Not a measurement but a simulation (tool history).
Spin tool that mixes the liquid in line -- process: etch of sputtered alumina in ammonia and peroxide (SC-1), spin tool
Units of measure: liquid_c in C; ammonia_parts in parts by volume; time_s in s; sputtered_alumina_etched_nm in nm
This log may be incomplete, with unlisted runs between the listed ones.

Run 1, hour 0.0: liquid_c 62.0 C, ammonia_parts 0.95 parts by volume, time_s 80 s. Result: sputtered_alumina_etched_nm 9.5951 nm.
Run 2, hour 1.6: liquid_c 61.5 C, ammonia_parts 0.95 parts by volume, time_s 80 s. Result: sputtered_alumina_etched_nm 9.4177 nm.
Run 3, hour 4.5: liquid_c 61.5 C, ammonia_parts 0.85 parts by volume, time_s 80 s. Result: sputtered_alumina_etched_nm 9.2981 nm.
Run 4, hour 12.9: liquid_c 61.5 C, ammonia_parts 0.70 parts by volume, time_s 80 s. Result: sputtered_alumina_etched_nm 9.1633 nm.
Run 5, hour 19.0: liquid_c 61.5 C, ammonia_parts 0.55 parts by volume, time_s 80 s. Result: sputtered_alumina_etched_nm 8.9785 nm.
Run 6, hour 26.6: liquid_c 65.5 C, ammonia_parts 0.55 parts by volume, time_s 80 s. Result: sputtered_alumina_etched_nm 10.9450 nm.

What will run 7 give?
Run 7, hour 32.0: liquid_c 65.5 C, ammonia_parts 0.55 parts by volume, time_s 80 s. Result: sputtered_alumina_etched_nm ?.

{"run 7": {"sputtered_alumina_etched_nm": 10.84}}
